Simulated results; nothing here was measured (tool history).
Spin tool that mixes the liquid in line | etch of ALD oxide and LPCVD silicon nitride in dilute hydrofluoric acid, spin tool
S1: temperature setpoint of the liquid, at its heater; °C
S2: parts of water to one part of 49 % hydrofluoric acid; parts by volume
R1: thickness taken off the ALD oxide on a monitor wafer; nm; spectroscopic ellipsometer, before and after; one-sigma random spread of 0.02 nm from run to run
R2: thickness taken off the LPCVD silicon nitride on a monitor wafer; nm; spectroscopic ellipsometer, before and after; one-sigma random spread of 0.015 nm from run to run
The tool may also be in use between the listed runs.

{"run": 1, "day": 0.0, "S1": 23, "S2": 110, "time under the liquid (s)": 85, "R1": 10.991, "R2": 0.28271}
{"run": 2, "day": 0.325, "S1": 19.5, "S2": 110, "time under the liquid (s)": 85, "R1": 9.548, "R2": 0.24489}
{"run": 3, "day": 0.371, "S1": 17, "S2": 110, "time under the liquid (s)": 85, "R1": 8.6023, "R2": 0.24396}
{"run": 4, "day": 0.596, "S1": 17, "S2": 115, "time under the liquid (s)": 85, "R1": 8.1461, "R2": 0.21957}
{"run": 5, "day": 0.762, "S1": 17, "S2": 90, "time under the liquid (s)": 85, "R1": 10.677, "R2": 0.23234}
{"run": 6, "day": 1.017, "S1": 17, "S2": 90, "time under the liquid (s)": 120, "R1": 15.159, "R2": 0.35774}
{"run": 7, "day": 1.175, "S1": 17, "S2": 105, "time under the liquid (s)": 120, "R1": 12.742, "R2": 0.35564}
{"run": 8, "day": 1.242, "S1": 17, "S2": 105, "time under the liquid (s)": 120, "R1": 12.747, "R2": 0.3103}
{"run": 9, "day": 1.571, "S1": 17, "S2": 115, "time under the liquid (s)": 120, "R1": 11.48, "R2": 0.32566}

Run 10 has not been measured yet. What should we expect?
{"run": 10, "day": 1.696, "S1": 17, "S2": 125, "time under the liquid (s)": 120, "R1": "?", "R2": "?"}

Run 10 came out at R1 10.482 nm, R2 0.23951 nm.
